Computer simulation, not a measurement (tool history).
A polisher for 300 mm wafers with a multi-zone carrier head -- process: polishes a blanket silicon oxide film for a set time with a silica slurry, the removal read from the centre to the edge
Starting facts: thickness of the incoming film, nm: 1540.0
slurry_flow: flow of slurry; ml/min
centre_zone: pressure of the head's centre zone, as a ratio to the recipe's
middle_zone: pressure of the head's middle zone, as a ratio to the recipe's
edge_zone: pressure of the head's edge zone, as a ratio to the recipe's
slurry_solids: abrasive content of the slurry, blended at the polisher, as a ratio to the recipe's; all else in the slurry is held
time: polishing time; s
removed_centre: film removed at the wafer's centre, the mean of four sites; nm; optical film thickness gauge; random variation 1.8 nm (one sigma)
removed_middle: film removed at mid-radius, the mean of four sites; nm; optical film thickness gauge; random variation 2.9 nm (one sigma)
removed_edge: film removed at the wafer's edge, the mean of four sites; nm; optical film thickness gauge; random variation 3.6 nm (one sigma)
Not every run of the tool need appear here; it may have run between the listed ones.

run,hour,slurry_flow,centre_zone,middle_zone,edge_zone,slurry_solids,time,removed_centre,removed_middle,removed_edge
1,0,140,1,1,1,1,61,133.56,141.19,137.48
2,6.4,150,1.03,1.02,1.03,1.1,64,153.21,156.54,157.04
3,10.2,150,1.03,1.02,1.1,1.1,64,154.08,158.75,160.06
4,17.4,160,1.06,1.06,1.1,1.2,66,170.26,175.19,172.14
5,21.5,160,1.06,1.06,1.1,1,66,158.14,167.79,153.39
6,30,160,0.99,1.06,1.1,1,66,148.6,162.04,159.59
7,32.6,200,1.09,0.98,1.17,1.25,78,216.84,202.8,217.83

Estimate the outcome of run 8 from the log above:
8,39.2,200,1.11,1.01,1.16,1.3,78,?,?,?

Run 8 yielded removed_centre 224.73 nm, removed_middle 212.81 nm, removed_edge 214.63 nm.
